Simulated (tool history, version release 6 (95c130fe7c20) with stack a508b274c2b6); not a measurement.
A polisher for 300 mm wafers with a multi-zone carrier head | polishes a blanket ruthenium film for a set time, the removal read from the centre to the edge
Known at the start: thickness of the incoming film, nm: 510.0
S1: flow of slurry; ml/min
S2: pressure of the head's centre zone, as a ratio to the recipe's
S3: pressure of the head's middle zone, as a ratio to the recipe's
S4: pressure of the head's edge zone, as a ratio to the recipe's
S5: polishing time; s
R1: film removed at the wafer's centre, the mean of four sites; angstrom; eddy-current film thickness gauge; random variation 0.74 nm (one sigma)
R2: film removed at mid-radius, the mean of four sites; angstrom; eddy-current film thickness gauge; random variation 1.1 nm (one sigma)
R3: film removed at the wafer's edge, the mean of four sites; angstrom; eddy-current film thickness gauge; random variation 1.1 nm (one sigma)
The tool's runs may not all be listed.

Run 1, hour 0: S1 200 ml/min, S2 1, S3 1, S4 1, S5 82 s. Result: R1 598.16 angstrom, R2 630.03 angstrom, R3 613.55 angstrom.
Run 2, hour 2.9: S1 200 ml/min, S2 1, S3 1, S4 1.07, S5 82 s. Result: R1 605.68 angstrom, R2 607.01 angstrom, R3 627.96 angstrom.
Run 3, hour 7: S1 205 ml/min, S2 0.98, S3 1.03, S4 1.08, S5 87 s. Result: R1 631.42 angstrom, R2 678.94 angstrom, R3 662.38 angstrom.
Run 4, hour 7.9: S1 205 ml/min, S2 0.98, S3 1.03, S4 1.08, S5 104 s. Result: R1 752.09 angstrom, R2 807.73 angstrom, R3 805.66 angstrom.
Run 5, hour 11.8: S1 205 ml/min, S2 0.98, S3 1.03, S4 1.08, S5 97 s. Result: R1 688.25 angstrom, R2 750.77 angstrom, R3 763.5 angstrom.
Run 6, hour 18.6: S1 205 ml/min, S2 0.98, S3 1.03, S4 1.13, S5 97 s. Result: R1 698.74 angstrom, R2 744.09 angstrom, R3 766.8 angstrom.
Run 7, hour 22.4: S1 215 ml/min, S2 0.97, S3 1.05, S4 1.14, S5 98 s. Result: R1 702.99 angstrom, R2 788.65 angstrom, R3 769.35 angstrom.

Forecast run 8:
Run 8, hour 27.1: S1 215 ml/min, S2 0.96, S3 1.05, S4 1.14, S5 100 s. Result: R1 ?, R2 ?, R3 ?.

R1: 718.84 angstrom
R2: 799.56 angstrom
R3: 786.64 angstrom
